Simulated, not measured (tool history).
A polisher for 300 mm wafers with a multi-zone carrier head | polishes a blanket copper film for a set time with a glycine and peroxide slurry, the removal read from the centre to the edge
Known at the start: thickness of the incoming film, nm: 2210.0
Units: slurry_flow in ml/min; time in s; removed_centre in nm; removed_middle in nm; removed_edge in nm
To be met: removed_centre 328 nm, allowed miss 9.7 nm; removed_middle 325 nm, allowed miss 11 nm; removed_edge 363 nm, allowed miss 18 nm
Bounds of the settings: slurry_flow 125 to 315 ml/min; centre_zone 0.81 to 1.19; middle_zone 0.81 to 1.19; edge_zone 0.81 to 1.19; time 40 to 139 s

{"run": 1, "day": 0.0, "slurry_flow": 205, "centre_zone": 1, "middle_zone": 1, "edge_zone": 1, "time": 89, "removed_centre": 480.45, "removed_middle": 484.94, "removed_edge": 494.01}
{"run": 2, "day": 0.2, "slurry_flow": 205, "centre_zone": 1, "middle_zone": 0.96, "edge_zone": 1, "time": 89, "removed_centre": 473.92, "removed_middle": 470.7, "removed_edge": 495.19}
{"run": 3, "day": 0.475, "slurry_flow": 225, "centre_zone": 1, "middle_zone": 0.96, "edge_zone": 1, "time": 89, "removed_centre": 484.09, "removed_middle": 474.15, "removed_edge": 514.17}
{"run": 4, "day": 0.575, "slurry_flow": 225, "centre_zone": 0.96, "middle_zone": 0.96, "edge_zone": 1, "time": 89, "removed_centre": 464.73, "removed_middle": 464.63, "removed_edge": 492.66}
{"run": 5, "day": 0.629, "slurry_flow": 220, "centre_zone": 0.93, "middle_zone": 0.93, "edge_zone": 0.98, "time": 85, "removed_centre": 433.99, "removed_middle": 434.85, "removed_edge": 475.25}
{"run": 6, "day": 0.733, "slurry_flow": 210, "centre_zone": 0.92, "middle_zone": 0.91, "edge_zone": 0.96, "time": 80, "removed_centre": 387.73, "removed_middle": 403.77, "removed_edge": 436.98}
{"run": 7, "day": 0.917, "slurry_flow": 215, "centre_zone": 0.93, "middle_zone": 0.89, "edge_zone": 0.94, "time": 76, "removed_centre": 381.08, "removed_middle": 374.72, "removed_edge": 419.4}
{"run": 8, "day": 1.121, "slurry_flow": 205, "centre_zone": 0.92, "middle_zone": 0.88, "edge_zone": 0.92, "time": 75, "removed_centre": 373.15, "removed_middle": 364.58, "removed_edge": 410.89}
{"run": 9, "day": 1.312, "slurry_flow": 200, "centre_zone": 0.91, "middle_zone": 0.87, "edge_zone": 0.9, "time": 74, "removed_centre": 360.72, "removed_middle": 356.33, "removed_edge": 384.34}
{"run": 10, "day": 1.533, "slurry_flow": 150, "centre_zone": 0.86, "middle_zone": 0.81, "edge_zone": 0.92, "time": 73, "removed_centre": 317.5, "removed_middle": 318.96, "removed_edge": 368.68}

4 next moves are on the table. One of them brings every result within its allowed miss. Which?
{"run": "A", "day": 1.754, "slurry_flow": 145, "centre_zone": 0.94, "middle_zone": 0.81, "edge_zone": 0.95, "time": 69, "removed_centre": "?", "removed_middle": "?", "removed_edge": "?"}
{"run": "B", "day": 1.754, "slurry_flow": 135, "centre_zone": 0.89, "middle_zone": 0.84, "edge_zone": 0.83, "time": 74, "removed_centre": "?", "removed_middle": "?", "removed_edge": "?"}
{"run": "C", "day": 1.754, "slurry_flow": 130, "centre_zone": 1.02, "middle_zone": 0.81, "edge_zone": 0.93, "time": 71, "removed_centre": "?", "removed_middle": "?", "removed_edge": "?"}
{"run": "D", "day": 1.754, "slurry_flow": 145, "centre_zone": 0.92, "middle_zone": 0.81, "edge_zone": 1.02, "time": 76, "removed_centre": "?", "removed_middle": "?", "removed_edge": "?"}

move=A removed_centre=324.14 removed_middle=296.04 removed_edge=363.53
move=B removed_centre=323.77 removed_middle=322.57 removed_edge=363.04
move=C removed_centre=353.13 removed_middle=297.82 removed_edge=364.6
move=D removed_centre=349.36 removed_middle=326.07 removed_edge=414.11
A: brings the result that was furthest off to its target, and leaves another outside
B: meets every target
C: takes the result that was furthest off past its target
D: takes the result that was furthest off past its target
Answer: B
